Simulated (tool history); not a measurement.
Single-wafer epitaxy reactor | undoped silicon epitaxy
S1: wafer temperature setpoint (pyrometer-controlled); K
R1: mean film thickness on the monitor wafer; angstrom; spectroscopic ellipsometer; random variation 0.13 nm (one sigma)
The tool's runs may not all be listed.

Run 1, hour 0: S1 898.15 K, deposition time (s) 526. Result: R1 506.25 angstrom.
Run 2, hour 4: S1 898.15 K, deposition time (s) 564. Result: R1 542.58 angstrom.
Run 3, hour 8.5: S1 907.15 K, deposition time (s) 564. Result: R1 651.9 angstrom.
Run 4, hour 11.3: S1 915.15 K, deposition time (s) 564. Result: R1 761.37 angstrom.
Run 5, hour 14.3: S1 906.15 K, deposition time (s) 563. Result: R1 638.91 angstrom.
Run 6, hour 19: S1 910.15 K, deposition time (s) 563. Result: R1 690.01 angstrom.
Run 7, hour 20: S1 902.15 K, deposition time (s) 562. Result: R1 589.34 angstrom.

Run 8 comes next. What will it give?
Run 8, hour 25.2: S1 890.15 K, deposition time (s) 560. Result: R1 ?.

R1: 458.12 angstrom
